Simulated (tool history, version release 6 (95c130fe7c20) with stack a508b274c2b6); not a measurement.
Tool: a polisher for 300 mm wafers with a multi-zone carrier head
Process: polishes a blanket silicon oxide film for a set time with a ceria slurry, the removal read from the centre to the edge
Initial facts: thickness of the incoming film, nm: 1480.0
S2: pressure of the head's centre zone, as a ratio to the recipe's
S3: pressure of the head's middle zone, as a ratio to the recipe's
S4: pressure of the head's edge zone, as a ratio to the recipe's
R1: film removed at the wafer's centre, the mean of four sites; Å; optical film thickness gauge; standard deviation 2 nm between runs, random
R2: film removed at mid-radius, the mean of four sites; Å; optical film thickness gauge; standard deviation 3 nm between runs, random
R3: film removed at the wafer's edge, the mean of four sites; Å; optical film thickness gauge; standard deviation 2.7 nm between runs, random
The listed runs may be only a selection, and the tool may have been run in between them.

{"run": 1, "hour": 0.0, "flow of slurry (ml/min)": 305, "S2": 1.0, "S3": 1.0, "S4": 1.0, "polishing time (s)": 57, "R1": 3008.1, "R2": 2937.8, "R3": 2967.2}
{"run": 2, "hour": 7.4, "flow of slurry (ml/min)": 305, "S2": 1.06, "S3": 1.0, "S4": 1.0, "polishing time (s)": 57, "R1": 3176.6, "R2": 2959.8, "R3": 2931.1}
{"run": 3, "hour": 9.7, "flow of slurry (ml/min)": 305, "S2": 1.06, "S3": 1.03, "S4": 1.0, "polishing time (s)": 57, "R1": 3182.2, "R2": 2994.4, "R3": 2938.6}
{"run": 4, "hour": 12.1, "flow of slurry (ml/min)": 300, "S2": 1.04, "S3": 0.98, "S4": 0.99, "polishing time (s)": 55, "R1": 2977.3, "R2": 2730.5, "R3": 2879.4}
{"run": 5, "hour": 18.9, "flow of slurry (ml/min)": 300, "S2": 1.04, "S3": 1.03, "S4": 0.99, "polishing time (s)": 55, "R1": 3014.6, "R2": 2879.0, "R3": 2762.0}
{"run": 6, "hour": 20.9, "flow of slurry (ml/min)": 290, "S2": 1.03, "S3": 1.0, "S4": 0.96, "polishing time (s)": 54, "R1": 2886.9, "R2": 2762.6, "R3": 2733.8}

Run 7 has not been measured yet. What should we expect?
{"run": 7, "hour": 25.9, "flow of slurry (ml/min)": 285, "S2": 1.03, "S3": 0.98, "S4": 0.94, "polishing time (s)": 53, "R1": "?", "R2": "?", "R3": "?"}

{"run 7": {"R1": 2846.6, "R2": 2678.8, "R3": 2661.4}}

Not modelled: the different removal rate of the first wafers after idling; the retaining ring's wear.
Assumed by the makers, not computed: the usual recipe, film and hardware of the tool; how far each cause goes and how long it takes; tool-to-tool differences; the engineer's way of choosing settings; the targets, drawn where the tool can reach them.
